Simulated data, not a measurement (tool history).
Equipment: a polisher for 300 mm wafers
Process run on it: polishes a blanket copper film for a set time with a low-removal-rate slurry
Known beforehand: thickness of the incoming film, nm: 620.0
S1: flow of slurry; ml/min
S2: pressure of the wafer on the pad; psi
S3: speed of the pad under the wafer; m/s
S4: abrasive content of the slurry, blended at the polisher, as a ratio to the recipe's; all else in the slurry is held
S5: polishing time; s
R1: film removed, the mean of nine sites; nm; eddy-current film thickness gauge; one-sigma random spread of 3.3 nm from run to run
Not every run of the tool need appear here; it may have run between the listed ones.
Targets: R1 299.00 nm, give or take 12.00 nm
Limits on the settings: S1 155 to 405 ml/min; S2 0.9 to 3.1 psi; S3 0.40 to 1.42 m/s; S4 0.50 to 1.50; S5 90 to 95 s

run	hour	S1	S2	S3	S4	S5	R1
1	0.0	260	2.0	0.90	1.00	90	183.94
2	2.1	260	2.0	0.90	1.20	90	190.91
3	11.0	260	2.2	0.90	1.20	90	207.57
4	11.9	260	2.4	0.90	1.20	90	226.85
5	20.2	260	2.5	0.90	1.20	90	238.23
6	26.3	260	2.5	0.70	1.20	90	203.35
7	35.2	260	2.5	0.70	1.20	90	198.12
8	38.4	260	3.1	0.82	1.20	90	270.02
9	42.4	260	3.1	0.84	1.20	90	281.70

Which one of the following 5 next-run settings gets every result inside its allowed miss? There is exactly one.
A	46.4	250	3.1	0.72	1.15	95	?
B	46.4	225	3.1	0.90	1.15	93	?
C	46.4	235	3.0	0.76	1.15	94	?
D	46.4	280	3.0	0.78	1.35	91	?
E	46.4	255	3.0	0.78	1.10	93	?

move	R1
A	259.92
B	291.93
C	256.29
D	264.51
E	257.91
A: lands further from the targets than the last run did
B: all results land within tolerance of their targets
C: lands further from the targets than the last run did
D: lands further from the targets than the last run did
E: lands further from the targets than the last run did
Answer: B

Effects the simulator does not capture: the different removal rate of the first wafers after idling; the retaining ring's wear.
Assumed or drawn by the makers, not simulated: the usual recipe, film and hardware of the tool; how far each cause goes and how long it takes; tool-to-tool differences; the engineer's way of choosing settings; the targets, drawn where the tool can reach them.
